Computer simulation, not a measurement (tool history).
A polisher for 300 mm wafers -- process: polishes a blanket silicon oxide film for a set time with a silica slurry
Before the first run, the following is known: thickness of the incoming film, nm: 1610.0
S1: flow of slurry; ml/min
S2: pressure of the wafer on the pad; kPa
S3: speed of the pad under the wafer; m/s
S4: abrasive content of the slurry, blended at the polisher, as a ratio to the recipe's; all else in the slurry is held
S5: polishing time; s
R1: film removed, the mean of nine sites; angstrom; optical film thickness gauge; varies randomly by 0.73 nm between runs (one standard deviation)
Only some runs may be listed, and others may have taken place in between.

{"run": 1, "hour": 0.0, "S1": 170, "S2": 29.6, "S3": 0.96, "S4": 1, "S5": 49, "R1": 1531.6}
{"run": 2, "hour": 2.2, "S1": 170, "S2": 29.6, "S3": 0.96, "S4": 1, "S5": 49, "R1": 1574.7}
{"run": 3, "hour": 3.4, "S1": 170, "S2": 29.6, "S3": 0.96, "S4": 1.2, "S5": 49, "R1": 1669.2}
{"run": 4, "hour": 10.4, "S1": 170, "S2": 29.6, "S3": 1.16, "S4": 1.2, "S5": 49, "R1": 1897.8}
{"run": 5, "hour": 16.6, "S1": 165, "S2": 26.9, "S3": 1.08, "S4": 1.2, "S5": 49, "R1": 1643.9}
{"run": 6, "hour": 19.4, "S1": 160, "S2": 24.1, "S3": 1.02, "S4": 1.2, "S5": 49, "R1": 1414.2}
{"run": 7, "hour": 23.8, "S1": 155, "S2": 22.1, "S3": 0.98, "S4": 1.2, "S5": 49, "R1": 1255}
{"run": 8, "hour": 32.6, "S1": 150, "S2": 20.7, "S3": 0.96, "S4": 1.2, "S5": 49, "R1": 1153}
{"run": 9, "hour": 33.8, "S1": 145, "S2": 19.3, "S3": 0.96, "S4": 1.2, "S5": 49, "R1": 1067.7}
{"run": 10, "hour": 37.5, "S1": 140, "S2": 17.9, "S3": 0.96, "S4": 1.2, "S5": 49, "R1": 1000.3}
{"run": 11, "hour": 44.1, "S1": 120, "S2": 13.1, "S3": 0.92, "S4": 1.2, "S5": 49, "R1": 683}

For run 12, what comes out?
{"run": 12, "hour": 47.0, "S1": 125, "S2": 13.1, "S3": 0.92, "S4": 1.2, "S5": 49, "R1": "?"}

{"run 12": {"R1": 696.98}}

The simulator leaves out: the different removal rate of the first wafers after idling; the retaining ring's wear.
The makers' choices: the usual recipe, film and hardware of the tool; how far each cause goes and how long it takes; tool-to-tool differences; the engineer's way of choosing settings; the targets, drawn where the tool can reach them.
